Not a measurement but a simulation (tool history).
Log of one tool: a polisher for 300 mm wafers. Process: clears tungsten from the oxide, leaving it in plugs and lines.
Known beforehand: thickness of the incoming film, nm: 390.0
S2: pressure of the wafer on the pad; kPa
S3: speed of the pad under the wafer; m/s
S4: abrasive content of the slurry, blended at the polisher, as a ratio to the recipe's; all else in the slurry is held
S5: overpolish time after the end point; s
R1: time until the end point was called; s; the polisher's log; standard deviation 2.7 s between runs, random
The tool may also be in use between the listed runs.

run 1 hour=0 | flow_of_slurry_(ml/min)=220 S2=29 S3=1.12 S4=1 S5=6 | R1=70.316
run 2 hour=6.1 | flow_of_slurry_(ml/min)=220 S2=35.9 S3=1.12 S4=1 S5=6 | R1=59.29
run 3 hour=13.8 | flow_of_slurry_(ml/min)=175 S2=35.9 S3=1.12 S4=1 S5=6 | R1=58.836
run 4 hour=17.5 | flow_of_slurry_(ml/min)=175 S2=31.7 S3=1.12 S4=1 S5=6 | R1=67.297
run 5 hour=24 | flow_of_slurry_(ml/min)=175 S2=29 S3=1.06 S4=1 S5=6 | R1=76.907
run 6 hour=27.1 | flow_of_slurry_(ml/min)=175 S2=35.2 S3=1.06 S4=1 S5=6 | R1=63.938

Run 7, settings as shown, results not yet in. Your forecast:
run 7 hour=34.7 | flow_of_slurry_(ml/min)=170 S2=26.9 S3=0.74 S4=0.95 S5=6 | R1=?

{"run 7": {"R1": 115.68}}
